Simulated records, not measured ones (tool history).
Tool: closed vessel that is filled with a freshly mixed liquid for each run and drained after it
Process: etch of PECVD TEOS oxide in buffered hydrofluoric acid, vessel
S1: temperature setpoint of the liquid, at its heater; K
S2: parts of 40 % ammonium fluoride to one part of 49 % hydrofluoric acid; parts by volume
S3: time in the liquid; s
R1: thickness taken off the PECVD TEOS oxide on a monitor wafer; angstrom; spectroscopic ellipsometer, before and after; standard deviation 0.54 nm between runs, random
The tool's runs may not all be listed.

run    day      S1    S2   S3       R1
  1  0.000  294.15  21.5   90   877.38
  2  0.221  291.15  21.5   90   734.24
  3  0.288  292.65  21.5   90   809.21
  4  0.367  294.15  21.5   90   870.10
  5  0.633  294.15  21.5  100   973.80
  6  0.742  296.15  21.5  100  1090.20
  7  0.900  296.65  21.5  100  1129.30

Forecast run 8:
  8  1.017  297.15  21.5  100   ?

{"run 8": {"R1": 1153.7}}
